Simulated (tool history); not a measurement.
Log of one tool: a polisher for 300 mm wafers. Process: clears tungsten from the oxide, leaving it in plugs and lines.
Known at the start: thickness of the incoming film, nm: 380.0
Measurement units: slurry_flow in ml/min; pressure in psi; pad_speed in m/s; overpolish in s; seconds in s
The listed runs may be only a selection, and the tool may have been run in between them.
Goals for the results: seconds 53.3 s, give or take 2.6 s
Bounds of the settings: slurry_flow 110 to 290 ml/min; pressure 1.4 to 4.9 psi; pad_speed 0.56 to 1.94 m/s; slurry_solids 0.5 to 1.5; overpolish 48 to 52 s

run	hour	slurry_flow	pressure	pad_speed	slurry_solids	overpolish	seconds
1	0	185	3.1	1.24	1	48	80.775
2	7.7	185	3.1	1.24	1.1	48	82.526
3	9.2	170	3.1	1.24	1.1	48	81.141
4	10.7	170	3.4	1.24	1.1	48	76.326
5	18	170	3.4	1.24	1.1	48	76.235
6	18.7	170	3.4	1.5	1.1	48	65.594
7	25.7	170	3.6	1.5	1.1	48	61.674
8	27.5	170	3.7	1.5	1.1	48	60.078
9	29.5	170	3.8	1.5	1.1	48	59.614
10	35.2	170	3.8	1.5	1.1	48	58.218
11	41	170	3.9	1.5	1.1	48	56.151

4 candidate next runs follow, results not yet known. Just one meets every target within its allowed miss. Identify it.
A	46.8	155	3.8	1.46	1.1	48	?
B	46.8	110	4.4	1.56	0.9	48	?
C	46.8	115	3.4	1.72	1.2	48	?
D	46.8	205	3.3	1.72	1	52	?

move	seconds
A	59.701
B	53.157
C	60.034
D	59.138
A: its largest miss is bigger than the last run's
B: every result within its allowed miss
C: its largest miss is bigger than the last run's
D: its largest miss is bigger than the last run's
Move B is the one to make.
